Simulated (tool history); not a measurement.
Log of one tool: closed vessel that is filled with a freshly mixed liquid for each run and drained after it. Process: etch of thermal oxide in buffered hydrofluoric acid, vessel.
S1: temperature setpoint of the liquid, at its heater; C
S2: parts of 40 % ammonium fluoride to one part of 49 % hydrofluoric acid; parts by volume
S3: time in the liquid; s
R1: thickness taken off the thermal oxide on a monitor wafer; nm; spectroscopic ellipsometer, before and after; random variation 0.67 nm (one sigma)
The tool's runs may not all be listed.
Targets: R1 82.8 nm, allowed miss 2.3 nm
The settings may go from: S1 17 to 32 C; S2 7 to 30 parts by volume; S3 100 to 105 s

run  hour    S1    S2   S3      R1
  1     0    25    20  100  72.224
  2   7.7    25  16.5  100  87.421
  3  11.1    25    12  100  119.04
  4  19.9    24    12  100  112.21
  5  22.1  23.5    12  100  109.27
  6  29.1    23    12  100  106.29
  7  35.3  22.5    12  100  104.38
  8  39.4    22    12  100  102.12
  9  44.8    18  12.5  100  78.185
 10  51.1  18.5  12.5  100  79.923
     55.2  -- thermometer replaced
 11  55.2  19.5  12.5  100   75.25
 12  60.3    20  12.5  100  78.019
 13    62  20.5  12.5  100  78.778

4 next moves are on the table. One of them brings every result within its allowed miss. Which?
  A  63.7    18    11  105   ?
  B  63.7    20    13  105   ?
  C  63.7  19.5  12.5  105   ?
  D  63.7  19.5  12.5  100   ?

move      R1
   A  82.398
   B  78.329
   C  79.146
   D  75.377
A: meets every target
B: further off than the last run
C: nearer than the last run, and not there yet
D: further off than the last run
Answer: A
